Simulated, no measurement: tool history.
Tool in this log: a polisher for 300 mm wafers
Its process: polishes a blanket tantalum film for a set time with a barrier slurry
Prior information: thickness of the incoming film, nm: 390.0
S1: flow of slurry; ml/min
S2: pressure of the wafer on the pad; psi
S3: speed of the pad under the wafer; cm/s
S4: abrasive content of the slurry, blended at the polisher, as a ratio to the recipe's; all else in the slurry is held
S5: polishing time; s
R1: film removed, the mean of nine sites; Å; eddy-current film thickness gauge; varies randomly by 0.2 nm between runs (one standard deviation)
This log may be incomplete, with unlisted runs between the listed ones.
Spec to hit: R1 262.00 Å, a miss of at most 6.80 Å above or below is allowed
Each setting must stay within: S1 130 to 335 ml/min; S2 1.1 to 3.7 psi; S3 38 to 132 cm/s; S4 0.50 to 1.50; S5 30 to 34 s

run,day,S1,S2,S3,S4,S5,R1
1,0.000,215,2.4,84,1.00,34,669.13
2,0.317,215,2.4,84,1.00,30,592.39
3,0.471,210,2.2,80,1.00,30,520.89
4,0.683,210,2.2,88,1.00,30,569.71
5,0.958,205,2.0,84,1.00,30,489.37
6,1.158,200,1.8,82,1.00,30,442.53
7,1.246,195,1.7,78,1.00,30,391.13
8,1.367,190,1.6,76,1.00,30,363.54
9,1.508,185,1.5,76,1.00,30,343.91
10,1.629,180,1.4,76,1.00,30,319.87
11,1.675,175,1.3,76,1.00,30,298.51
12,2.046,170,1.3,76,1.00,30,296.83
13,2.404,160,1.1,72,1.00,30,241.81
14,2.454,165,1.1,72,1.00,30,242.94
15,2.588,170,1.1,72,1.00,30,243.85
16,2.962,180,1.1,72,1.00,30,248.04
17,3.133,180,1.1,72,1.00,30,247.95

Next run, 4 choices. One meets every target within its allowed miss, the rest don't. Which?
A,3.304,160,1.1,70,1.00,31,?
B,3.304,155,1.2,72,0.95,31,?
C,3.304,185,1.1,68,0.90,33,?
D,3.304,185,1.2,64,1.05,31,?

move,R1
A,240.27
B,261.81
C,247.76
D,247.24
A: further off than the last run
B: meets every target
C: as far off as the last run
D: further off than the last run
Answer: B

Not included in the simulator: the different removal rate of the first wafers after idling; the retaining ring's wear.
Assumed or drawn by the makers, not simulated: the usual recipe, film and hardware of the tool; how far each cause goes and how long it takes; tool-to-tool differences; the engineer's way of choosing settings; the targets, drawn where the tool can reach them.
